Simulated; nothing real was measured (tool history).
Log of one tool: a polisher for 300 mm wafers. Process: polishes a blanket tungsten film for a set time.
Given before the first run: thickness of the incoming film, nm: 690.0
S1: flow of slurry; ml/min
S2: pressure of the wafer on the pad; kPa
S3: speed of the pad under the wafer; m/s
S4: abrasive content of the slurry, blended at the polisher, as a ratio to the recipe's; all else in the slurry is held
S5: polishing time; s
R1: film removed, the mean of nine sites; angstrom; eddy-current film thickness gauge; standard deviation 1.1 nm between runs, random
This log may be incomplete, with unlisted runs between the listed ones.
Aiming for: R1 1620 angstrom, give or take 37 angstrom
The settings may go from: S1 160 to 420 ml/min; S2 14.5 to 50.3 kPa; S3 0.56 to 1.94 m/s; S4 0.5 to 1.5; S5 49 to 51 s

| run | hour | S1 | S2 | S3 | S4 | S5 | R1 |
|---|---|---|---|---|---|---|---|
| 1 | 0 | 270 | 32.4 | 1.24 | 1 | 49 | 3346.6 |
| 2 | 3.3 | 265 | 29 | 1.2 | 1 | 49 | 2950.5 |
| 3 | 10.4 | 265 | 26.2 | 1.16 | 1 | 49 | 2631.7 |
| 4 | 13.4 | 230 | 26.2 | 1.16 | 1 | 49 | 2598.3 |
| 5 | 16.5 | 230 | 29.6 | 1.16 | 1 | 49 | 2860.1 |
| 6 | 23.7 | 195 | 29.6 | 1.16 | 1 | 49 | 2823.3 |
| 7 | 31.8 | 195 | 26.2 | 1.14 | 1 | 49 | 2470.9 |
| 8 | 37.6 | 190 | 23.4 | 1.12 | 1 | 49 | 2232.3 |
| 9 | 44 | 185 | 21.4 | 1.12 | 1 | 49 | 2052.4 |
| 10 | 51.3 | 175 | 14.5 | 1.12 | 1 | 49 | 1466.1 |
| 11 | 52.9 | 180 | 15.2 | 1.12 | 1 | 49 | 1531.4 |
| 12 | 55.2 | 185 | 15.2 | 1.12 | 1 | 49 | 1530.7 |
| 13 | 61.2 | 190 | 15.2 | 1.12 | 1 | 49 | 1538.4 |
| 14 | 65.2 | 195 | 15.2 | 1.12 | 1 | 49 | 1541 |
| 15 | 73.7 | 195 | 15.2 | 1.12 | 1 | 49 | 1548.2 |
| 16 | 79.1 | 200 | 15.2 | 1.12 | 1 | 49 | 1559 |
| 17 | 80.6 | 205 | 15.2 | 1.12 | 1 | 49 | 1574.8 |
| 18 | 81.5 | 210 | 15.2 | 1.12 | 1 | 49 | 1558.6 |
| 19 | 82.7 | 215 | 15.2 | 1.12 | 1 | 49 | 1543.2 |

Pick the move, out of 5, that brings all results within their allowed miss; only one does.
| A | 83.9 | 225 | 15.2 | 0.96 | 1.35 | 50 | ? |
| B | 83.9 | 260 | 14.5 | 1.26 | 0.75 | 49 | ? |
| C | 83.9 | 225 | 15.9 | 1 | 0.85 | 49 | ? |
| D | 83.9 | 275 | 19.3 | 0.7 | 1.25 | 51 | ? |
| E | 83.9 | 215 | 14.5 | 1.04 | 1.1 | 49 | ? |

| move | R1 |
|---|---|
| A | 1511.1 |
| B | 1614.5 |
| C | 1447.4 |
| D | 1491.8 |
| E | 1448.7 |
A: the biggest miss grows against the last run
B: in spec on every target
C: the biggest miss grows against the last run
D: the biggest miss grows against the last run
E: the biggest miss grows against the last run
Correct choice: B, which meets every target
